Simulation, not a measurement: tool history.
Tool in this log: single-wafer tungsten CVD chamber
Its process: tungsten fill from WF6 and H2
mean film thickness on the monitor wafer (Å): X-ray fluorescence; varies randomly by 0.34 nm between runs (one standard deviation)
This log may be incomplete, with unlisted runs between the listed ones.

run  hour  heater temperature setpoint (°C)  chamber pressure (mTorr)  deposition time (s)  mean film thickness on the monitor wafer (Å)
  1     0                               375                     42600                 22.9                                        438.44
  2   8.1                               377                     42700                 22.9                                        461.94
  3  10.8                               377                     42700                 22.9                                        460.67
  4  15.1                               377                     39000                 22.9                                        444.53
  5  20.1                               379                     39100                 22.9                                        459.35
  6  22.8                               369                     39100                 22.9                                        369.17
  7  24.9                               373                     39200                 22.9                                        404.08
  8  28.1                               376                     39300                 22.9                                         434.3

Forecast run 9:
  9  28.8                               378                     39400                 22.9                                             ?

mean film thickness on the monitor wafer (Å): 455.73
